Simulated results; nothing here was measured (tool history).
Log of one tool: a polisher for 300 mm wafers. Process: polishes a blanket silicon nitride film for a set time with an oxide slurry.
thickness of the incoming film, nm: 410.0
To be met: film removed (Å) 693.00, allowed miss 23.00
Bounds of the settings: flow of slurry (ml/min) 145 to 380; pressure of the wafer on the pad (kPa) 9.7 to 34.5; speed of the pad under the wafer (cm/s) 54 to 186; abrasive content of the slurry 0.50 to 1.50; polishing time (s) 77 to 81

| run | hour | flow of slurry (ml/min) | pressure of the wafer on the pad (kPa) | speed of the pad under the wafer (cm/s) | abrasive content of the slurry | polishing time (s) | film removed (Å) |
|---|---|---|---|---|---|---|---|
| 1 | 0.0 | 245 | 22.1 | 118 | 1.00 | 77 | 408.64 |
| 2 | 2.8 | 245 | 22.1 | 118 | 0.95 | 77 | 403.34 |
| 3 | 5.5 | 245 | 22.1 | 118 | 0.95 | 77 | 407.09 |
| 4 | 14.3 | 245 | 24.1 | 118 | 0.95 | 77 | 440.86 |
| 5 | 22.2 | 245 | 26.2 | 118 | 0.95 | 77 | 484.05 |
| 6 | 26.9 | 245 | 26.2 | 118 | 0.95 | 81 | 501.18 |
| 7 | 28.6 | 245 | 27.6 | 118 | 0.95 | 81 | 525.92 |
| 8 | 34.6 | 245 | 27.6 | 118 | 0.95 | 81 | 522.14 |
| 9 | 36.3 | 245 | 29.0 | 118 | 0.95 | 81 | 558.62 |
| 10 | 39.7 | 245 | 29.6 | 118 | 0.95 | 81 | 569.50 |
| 11 | 41.5 | 245 | 30.3 | 118 | 0.95 | 81 | 589.05 |
| 12 | 43.4 | 245 | 30.3 | 118 | 0.95 | 81 | 586.35 |
| 13 | 45.2 | 245 | 31.0 | 118 | 0.95 | 81 | 604.33 |
| 14 | 49.8 | 245 | 31.7 | 118 | 0.95 | 81 | 598.22 |
| 15 | 54.4 | 245 | 32.4 | 120 | 0.95 | 81 | 639.59 |
| 16 | 54.9 | 245 | 33.1 | 120 | 0.95 | 81 | 647.54 |
| 17 | 62.5 | 250 | 33.8 | 122 | 0.95 | 81 | 666.43 |

5 next moves are on the table. One of them brings every result within its allowed miss. Which?
| A | 70.1 | 285 | 34.5 | 116 | 0.95 | 77 | ? |
| B | 70.1 | 250 | 32.4 | 118 | 1.05 | 81 | ? |
| C | 70.1 | 235 | 33.1 | 132 | 1.00 | 80 | ? |
| D | 70.1 | 270 | 31.7 | 126 | 1.05 | 78 | ? |
| E | 70.1 | 240 | 33.8 | 120 | 0.90 | 81 | ? |

| move | film removed (Å) |
|---|---|
| A | 626.27 |
| B | 639.66 |
| C | 690.59 |
| D | 640.52 |
| E | 641.85 |
A: further off than the last run
B: further off than the last run
C: meets every target
D: further off than the last run
E: further off than the last run
The right move is C.
